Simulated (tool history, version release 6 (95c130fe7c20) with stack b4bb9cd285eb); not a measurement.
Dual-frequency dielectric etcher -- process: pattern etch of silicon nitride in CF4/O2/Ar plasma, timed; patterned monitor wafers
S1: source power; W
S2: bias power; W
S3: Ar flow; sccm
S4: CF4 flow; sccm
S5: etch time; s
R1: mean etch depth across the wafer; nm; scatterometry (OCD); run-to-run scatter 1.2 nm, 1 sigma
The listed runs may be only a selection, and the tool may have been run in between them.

{"run": 1, "hour": 0.0, "S1": 580, "S2": 57, "S3": 98, "S4": 102, "S5": 176, "R1": 383.51}
{"run": 2, "hour": 5.7, "S1": 580, "S2": 57, "S3": 115, "S4": 102, "S5": 176, "R1": 376.32}
{"run": 3, "hour": 10.5, "S1": 580, "S2": 63, "S3": 115, "S4": 102, "S5": 176, "R1": 390.5}
{"run": 4, "hour": 16.7, "S1": 610, "S2": 63, "S3": 115, "S4": 102, "S5": 176, "R1": 406.01}
{"run": 5, "hour": 22.1, "S1": 640, "S2": 63, "S3": 115, "S4": 102, "S5": 176, "R1": 424.33}
{"run": 6, "hour": 23.8, "S1": 640, "S2": 54, "S3": 115, "S4": 102, "S5": 176, "R1": 401.5}
{"run": 7, "hour": 31.2, "S1": 750, "S2": 55, "S3": 115, "S4": 102, "S5": 176, "R1": 457.47}
{"run": 8, "hour": 34.3, "S1": 760, "S2": 56, "S3": 114, "S4": 102, "S5": 176, "R1": 468.62}

Run 9 has not been measured yet. What should we expect?
{"run": 9, "hour": 38.0, "S1": 770, "S2": 57, "S3": 114, "S4": 102, "S5": 176, "R1": "?"}

R1: 477.75 nm
